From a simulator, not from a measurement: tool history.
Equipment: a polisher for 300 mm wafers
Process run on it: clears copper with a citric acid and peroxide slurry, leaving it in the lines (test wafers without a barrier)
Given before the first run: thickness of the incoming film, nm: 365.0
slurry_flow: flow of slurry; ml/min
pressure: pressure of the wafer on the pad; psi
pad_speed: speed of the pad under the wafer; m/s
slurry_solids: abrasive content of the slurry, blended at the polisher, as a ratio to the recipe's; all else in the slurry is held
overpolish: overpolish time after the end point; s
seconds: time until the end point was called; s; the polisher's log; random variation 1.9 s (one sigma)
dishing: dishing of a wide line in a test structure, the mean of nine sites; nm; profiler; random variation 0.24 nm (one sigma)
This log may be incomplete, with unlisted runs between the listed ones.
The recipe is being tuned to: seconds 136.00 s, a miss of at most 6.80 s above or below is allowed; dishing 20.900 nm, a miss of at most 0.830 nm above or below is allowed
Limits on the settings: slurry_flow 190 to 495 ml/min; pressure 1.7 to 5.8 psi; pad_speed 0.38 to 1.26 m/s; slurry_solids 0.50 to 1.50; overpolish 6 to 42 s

run,hour,slurry_flow,pressure,pad_speed,slurry_solids,overpolish,seconds,dishing
1,0.0,320,3.7,0.82,1.00,21,152.45,31.769
2,3.2,320,3.8,0.82,1.00,19,151.49,30.027
3,7.4,320,3.8,0.94,1.00,19,130.66,33.210
4,13.9,320,3.8,0.94,1.00,27,132.37,43.200
5,18.4,320,3.7,0.94,1.00,24,135.58,39.446
6,20.0,320,3.7,0.92,1.00,21,136.14,34.140
7,25.8,320,3.6,0.94,1.00,19,137.53,32.033
8,29.7,320,3.6,0.94,1.00,17,133.98,29.857
9,35.8,320,3.5,0.94,1.00,16,138.00,26.865
10,43.6,320,3.5,0.96,1.00,15,135.32,26.650
11,50.0,320,3.5,0.96,1.00,14,138.89,25.028
12,56.4,320,3.5,0.96,1.00,13,138.24,23.532
13,64.0,320,3.5,0.96,1.00,13,138.38,23.211
14,68.3,320,3.6,0.96,1.00,9,131.55,17.571
15,74.4,320,3.6,0.96,1.00,9,136.08,17.559
16,77.1,320,3.6,0.96,1.00,14,134.37,25.641
17,82.2,320,3.6,0.96,1.00,13,137.22,24.150
18,87.3,320,3.6,0.96,1.00,12,131.89,22.547

Pick the move, out of 4, that brings all results within their allowed miss; only one does.
A,92.4,375,4.6,0.78,1.20,11,?,?
B,92.4,375,3.4,0.96,1.15,11,?,?
C,92.4,270,3.6,1.02,0.90,12,?,?
D,92.4,320,3.7,0.96,0.90,12,?,?

move,seconds,dishing
A,126.10,22.441
B,138.43,20.511
C,135.35,22.567
D,137.68,22.266
A: better than the last run, though not everything is in spec
B: each result inside its tolerance
C: as far off as the last run
D: better than the last run, though not everything is in spec
Correct choice: B, which meets every target
